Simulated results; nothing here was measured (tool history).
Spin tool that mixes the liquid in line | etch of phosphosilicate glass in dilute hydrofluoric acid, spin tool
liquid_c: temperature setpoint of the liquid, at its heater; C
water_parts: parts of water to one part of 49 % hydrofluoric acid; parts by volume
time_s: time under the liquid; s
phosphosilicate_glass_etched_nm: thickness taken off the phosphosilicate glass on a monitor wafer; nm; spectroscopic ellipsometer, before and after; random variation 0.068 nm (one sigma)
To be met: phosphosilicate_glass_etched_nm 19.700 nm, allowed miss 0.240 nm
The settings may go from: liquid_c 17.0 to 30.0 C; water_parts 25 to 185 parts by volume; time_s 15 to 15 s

| run | hour | liquid_c | water_parts | time_s | phosphosilicate_glass_etched_nm |
|---|---|---|---|---|---|
| 1 | 0.0 | 22.0 | 105 | 15 | 23.957 |
| 2 | 2.2 | 19.5 | 105 | 15 | 21.523 |
| 3 | 5.7 | 19.0 | 105 | 15 | 21.021 |
| 4 | 7.1 | 18.5 | 105 | 15 | 20.597 |
| 5 | 14.9 | 17.0 | 105 | 15 | 19.428 |
|  | 23.6 | thermometer replaced |
| 6 | 23.6 | 17.0 | 135 | 15 | 15.629 |
| 7 | 32.2 | 18.5 | 135 | 15 | 16.577 |
| 8 | 39.5 | 19.5 | 135 | 15 | 17.260 |
| 9 | 48.0 | 20.5 | 135 | 15 | 17.893 |
| 10 | 55.2 | 21.0 | 135 | 15 | 18.291 |
| 11 | 62.3 | 21.5 | 135 | 15 | 18.632 |
| 12 | 68.1 | 22.0 | 135 | 15 | 19.139 |
| 13 | 73.4 | 22.0 | 135 | 15 | 19.084 |

Which of these 4 next moves meets every target?
| A | 78.7 | 23.5 | 135 | 15 | ? |
| B | 78.7 | 19.5 | 120 | 15 | ? |
| C | 78.7 | 24.5 | 140 | 15 | ? |
| D | 78.7 | 24.0 | 145 | 15 | ? |

| move | phosphosilicate_glass_etched_nm |
|---|---|
| A | 20.340 |
| B | 19.844 |
| C | 20.266 |
| D | 19.085 |
A: takes the result that was furthest off past its target
B: meets every target
C: takes the result that was furthest off past its target
D: as far off as the last run
The right move is B.
